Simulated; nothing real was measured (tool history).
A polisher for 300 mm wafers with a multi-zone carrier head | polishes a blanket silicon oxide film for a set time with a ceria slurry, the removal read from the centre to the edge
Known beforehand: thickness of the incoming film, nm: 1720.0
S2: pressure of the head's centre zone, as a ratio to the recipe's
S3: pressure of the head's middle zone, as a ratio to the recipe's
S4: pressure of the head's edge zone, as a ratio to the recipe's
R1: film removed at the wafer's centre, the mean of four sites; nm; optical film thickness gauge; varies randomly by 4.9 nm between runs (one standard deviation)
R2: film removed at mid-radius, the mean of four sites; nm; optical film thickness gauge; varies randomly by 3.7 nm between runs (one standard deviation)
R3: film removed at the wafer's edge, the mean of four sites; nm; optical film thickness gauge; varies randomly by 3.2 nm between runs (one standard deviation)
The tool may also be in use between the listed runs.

run 1 day=0.000 | flow_of_slurry_(ml/min)=260 S2=1.00 S3=1.00 S4=1.00 polishing_time_(s)=84 | R1=485.98 R2=490.16 R3=490.11
run 2 day=0.354 | flow_of_slurry_(ml/min)=260 S2=1.08 S3=1.00 S4=1.00 polishing_time_(s)=84 | R1=529.11 R2=483.51 R3=485.09
run 3 day=0.442 | flow_of_slurry_(ml/min)=260 S2=1.08 S3=0.96 S4=1.00 polishing_time_(s)=84 | R1=530.82 R2=473.49 R3=488.24
run 4 day=0.517 | flow_of_slurry_(ml/min)=245 S2=1.05 S3=0.91 S4=1.02 polishing_time_(s)=78 | R1=476.30 R2=412.27 R3=454.84
run 5 day=0.758 | flow_of_slurry_(ml/min)=295 S2=1.05 S3=0.91 S4=1.02 polishing_time_(s)=78 | R1=491.43 R2=415.99 R3=460.87
run 6 day=0.904 | flow_of_slurry_(ml/min)=295 S2=1.05 S3=0.91 S4=0.95 polishing_time_(s)=78 | R1=485.22 R2=421.27 R3=447.38
run 7 day=1.158 | flow_of_slurry_(ml/min)=285 S2=1.01 S3=0.88 S4=0.96 polishing_time_(s)=75 | R1=434.22 R2=388.37 R3=433.82
run 8 day=1.296 | flow_of_slurry_(ml/min)=275 S2=1.00 S3=0.86 S4=0.95 polishing_time_(s)=74 | R1=436.55 R2=372.94 R3=419.77
run 9 day=1.408 | flow_of_slurry_(ml/min)=265 S2=0.96 S3=0.84 S4=0.95 polishing_time_(s)=74 | R1=416.26 R2=372.39 R3=419.02

Run 10 is up next; what results do you expect?
run 10 day=1.671 | flow_of_slurry_(ml/min)=270 S2=0.95 S3=0.83 S4=0.97 polishing_time_(s)=72 | R1=? R2=? R3=?

R1: 398.19 nm
R2: 354.37 nm
R3: 412.71 nm
